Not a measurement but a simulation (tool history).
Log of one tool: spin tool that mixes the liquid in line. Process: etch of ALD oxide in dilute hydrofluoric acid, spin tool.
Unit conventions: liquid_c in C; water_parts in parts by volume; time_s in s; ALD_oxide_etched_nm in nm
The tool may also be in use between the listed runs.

run	day	liquid_c	water_parts	time_s	ALD_oxide_etched_nm
1	0	24	55	45	15.205
2	0.367	24	55	50	16.944
3	0.512	26	50	50	20.348
4	0.583	27.5	45	50	24.067
# day 0.812: hydrofluoric acid flow meter replaced
5	0.812	28.5	40	50	30.715
6	0.846	29	40	50	31.377
7	1.121	29.5	40	50	32.14
8	1.458	30	40	50	32.834
9	1.712	30.5	40	50	33.376

Run 10 comes next. What will it give?
10	1.942	31	40	50	?

ALD_oxide_etched_nm: 34.179 nm
